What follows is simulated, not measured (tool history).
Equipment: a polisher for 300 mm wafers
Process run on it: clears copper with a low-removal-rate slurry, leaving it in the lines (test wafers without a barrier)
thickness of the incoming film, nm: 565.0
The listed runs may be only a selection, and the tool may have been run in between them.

run	hour	flow of slurry (ml/min)	pressure of the wafer on the pad (kPa)	speed of the pad under the wafer (cm/s)	abrasive content of the slurry	overpolish time after the end point (s)	time until the end point was called (s)	dishing of a wide line in a test structure (Å)
1	0	215	20.7	142	1	27	130.26	447.49
2	4.1	215	18.6	154	1	21	144.77	384.9
3	6.7	210	17.9	174	1	17	135.83	347.55
4	7.4	210	17.9	178	1	15	132.75	329.05
5	10.2	210	17.9	178	0.8	15	137.79	318.88
6	13.2	210	17.9	194	0.8	15	127.7	323.58
7	16.3	210	17.9	196	0.8	11	128.07	271.19

What will run 8 give?
8	22.7	210	17.9	194	0.8	12	?	?

{"run 8": {"time until the end point was called (s)": 126.52, "dishing of a wide line in a test structure (Å)": 286.2}}

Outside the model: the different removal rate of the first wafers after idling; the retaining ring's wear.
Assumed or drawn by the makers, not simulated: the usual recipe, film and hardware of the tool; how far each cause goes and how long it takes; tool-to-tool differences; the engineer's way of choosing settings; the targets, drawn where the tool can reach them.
